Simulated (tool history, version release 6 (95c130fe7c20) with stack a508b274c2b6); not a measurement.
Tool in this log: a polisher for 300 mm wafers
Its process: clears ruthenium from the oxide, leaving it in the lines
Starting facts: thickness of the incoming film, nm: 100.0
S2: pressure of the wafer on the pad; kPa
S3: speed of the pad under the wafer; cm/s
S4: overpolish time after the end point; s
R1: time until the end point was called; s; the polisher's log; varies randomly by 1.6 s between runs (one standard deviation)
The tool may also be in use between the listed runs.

Run 1, day 0: flow of slurry (ml/min) 245, S2 17.9 kPa, S3 86 cm/s, S4 36 s. Result: R1 96.887 s.
Run 2, day 0.225: flow of slurry (ml/min) 245, S2 19.3 kPa, S3 86 cm/s, S4 36 s. Result: R1 90.429 s.
Run 3, day 0.462: flow of slurry (ml/min) 245, S2 19.3 kPa, S3 86 cm/s, S4 38 s. Result: R1 89 s.
Run 4, day 0.767: flow of slurry (ml/min) 245, S2 19.3 kPa, S3 104 cm/s, S4 38 s. Result: R1 74.032 s.
Run 5, day 0.979: flow of slurry (ml/min) 245, S2 16.5 kPa, S3 102 cm/s, S4 38 s. Result: R1 88.941 s.
Run 6, day 1.246: flow of slurry (ml/min) 270, S2 16.5 kPa, S3 102 cm/s, S4 38 s. Result: R1 89.377 s.
Run 7, day 1.562: flow of slurry (ml/min) 270, S2 15.2 kPa, S3 102 cm/s, S4 38 s. Result: R1 95.374 s.
Run 8, day 1.679: flow of slurry (ml/min) 270, S2 13.8 kPa, S3 102 cm/s, S4 38 s. Result: R1 101.46 s.

Run 9, settings as shown, results not yet in. Your forecast:
Run 9, day 1.942: flow of slurry (ml/min) 270, S2 12.4 kPa, S3 102 cm/s, S4 38 s. Result: R1 ?.

Run 9 gave R1 114.77 s.
